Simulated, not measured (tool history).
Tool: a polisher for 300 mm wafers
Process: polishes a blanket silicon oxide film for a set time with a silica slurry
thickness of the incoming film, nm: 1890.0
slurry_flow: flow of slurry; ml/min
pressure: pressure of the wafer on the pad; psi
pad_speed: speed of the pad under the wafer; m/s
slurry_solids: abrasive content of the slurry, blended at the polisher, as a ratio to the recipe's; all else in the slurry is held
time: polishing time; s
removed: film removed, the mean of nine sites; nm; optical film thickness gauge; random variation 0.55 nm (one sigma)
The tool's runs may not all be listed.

run	hour	slurry_flow	pressure	pad_speed	slurry_solids	time	removed
1	0.0	220	3.9	1.28	1.0	29	87.078
2	1.0	220	3.9	1.28	1.0	29	87.005
3	8.6	220	3.9	1.04	1.0	29	74.784
4	11.6	220	3.3	0.96	1.0	29	58.832
5	18.1	220	2.9	0.94	1.0	29	51.863
6	21.3	220	2.9	1.06	1.0	29	57.285
7	28.5	220	2.6	1.00	1.0	29	48.577

Forecast run 8:
8	30.5	220	1.8	0.96	1.0	29	?

removed: 34.796 nm

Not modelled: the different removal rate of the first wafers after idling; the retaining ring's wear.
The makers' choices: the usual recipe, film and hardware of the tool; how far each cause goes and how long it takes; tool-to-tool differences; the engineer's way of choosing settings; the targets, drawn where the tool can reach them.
